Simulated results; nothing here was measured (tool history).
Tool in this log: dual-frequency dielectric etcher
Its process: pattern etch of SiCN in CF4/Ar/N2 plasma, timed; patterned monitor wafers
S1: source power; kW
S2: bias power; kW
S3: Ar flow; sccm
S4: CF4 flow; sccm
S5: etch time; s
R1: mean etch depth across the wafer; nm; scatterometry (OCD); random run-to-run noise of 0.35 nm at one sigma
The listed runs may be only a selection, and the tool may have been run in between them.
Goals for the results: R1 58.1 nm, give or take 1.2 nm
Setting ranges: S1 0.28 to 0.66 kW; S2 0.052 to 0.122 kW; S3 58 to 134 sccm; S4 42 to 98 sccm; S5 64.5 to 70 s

run	hour	S1	S2	S3	S4	S5	R1
1	0	0.47	0.087	96	70	70	69.766
2	1.2	0.44	0.087	96	70	70	65.604
3	5.4	0.42	0.087	96	70	70	62.521
4	6.6	0.42	0.087	86	70	70	62.927
5	9	0.42	0.087	72	70	70	64.511
6	13.5	0.41	0.087	72	70	70	61.844
7	22.4	0.4	0.087	72	70	70	61.134
8	25	0.39	0.087	72	70	70	60

Exercise: of the 4 proposed moves below, exactly one satisfies all targets within the stated allowed misses. Which move is it?
A	27.6	0.38	0.091	62	94	70	?
B	27.6	0.41	0.087	58	77	65.5	?
C	27.6	0.4	0.088	74	68	66.5	?
D	27.6	0.41	0.087	71	68	69.5	?

move	R1
A	62.051
B	61.307
C	58.296
D	62.669
A: moves away from the targets compared with the last run
B: moves away from the targets compared with the last run
C: all results land within tolerance of their targets
D: moves away from the targets compared with the last run
Go with C: it meets all targets.

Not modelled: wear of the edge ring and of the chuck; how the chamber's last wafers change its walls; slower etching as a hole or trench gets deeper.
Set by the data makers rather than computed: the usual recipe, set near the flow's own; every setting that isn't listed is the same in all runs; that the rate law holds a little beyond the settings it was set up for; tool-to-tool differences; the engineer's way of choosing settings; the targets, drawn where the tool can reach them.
